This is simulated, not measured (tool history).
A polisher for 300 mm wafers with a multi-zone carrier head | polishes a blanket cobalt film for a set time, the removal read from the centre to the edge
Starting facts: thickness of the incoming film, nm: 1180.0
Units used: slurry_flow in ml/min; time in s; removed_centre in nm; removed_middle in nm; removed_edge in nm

Run 1, day 0.000: slurry_flow 220 ml/min, centre_zone 1.00, middle_zone 1.00, edge_zone 1.00, time 41 s. Result: removed_centre 212.44 nm, removed_middle 212.53 nm, removed_edge 212.75 nm.
Run 2, day 0.208: slurry_flow 220 ml/min, centre_zone 1.00, middle_zone 1.07, edge_zone 1.00, time 41 s. Result: removed_centre 213.23 nm, removed_middle 227.76 nm, removed_edge 211.72 nm.
Run 3, day 0.579: slurry_flow 220 ml/min, centre_zone 1.00, middle_zone 1.07, edge_zone 1.05, time 41 s. Result: removed_centre 211.85 nm, removed_middle 227.35 nm, removed_edge 214.82 nm.
Run 4, day 0.933: slurry_flow 215 ml/min, centre_zone 1.01, middle_zone 1.05, edge_zone 1.03, time 41 s. Result: removed_centre 212.26 nm, removed_middle 222.09 nm, removed_edge 214.19 nm.
Run 5, day 1.283: slurry_flow 215 ml/min, centre_zone 1.01, middle_zone 1.13, edge_zone 1.03, time 41 s. Result: removed_centre 216.24 nm, removed_middle 238.89 nm, removed_edge 214.73 nm.
Run 6, day 1.621: slurry_flow 210 ml/min, centre_zone 1.02, middle_zone 1.10, edge_zone 1.01, time 41 s. Result: removed_centre 215.35 nm, removed_middle 232.84 nm, removed_edge 210.69 nm.
Run 7, day 1.883: slurry_flow 205 ml/min, centre_zone 1.03, middle_zone 1.07, edge_zone 0.99, time 41 s. Result: removed_centre 216.92 nm, removed_middle 228.03 nm, removed_edge 207.14 nm.
Run 8, day 1.942: slurry_flow 205 ml/min, centre_zone 1.04, middle_zone 1.04, edge_zone 0.98, time 41 s. Result: removed_centre 219.26 nm, removed_middle 224.06 nm, removed_edge 207.00 nm.
Run 9, day 2.204: slurry_flow 205 ml/min, centre_zone 1.04, middle_zone 1.02, edge_zone 0.97, time 40 s. Result: removed_centre 212.91 nm, removed_middle 208.28 nm, removed_edge 202.05 nm.

What does the tool deliver on the next run?
Run 10, day 2.375: slurry_flow 200 ml/min, centre_zone 1.04, middle_zone 1.00, edge_zone 0.96, time 40 s. Result: removed_centre ?, removed_middle ?, removed_edge ?.

Logged for run 10: removed_centre 214.33 nm, removed_middle 204.83 nm, removed_edge 201.58 nm.
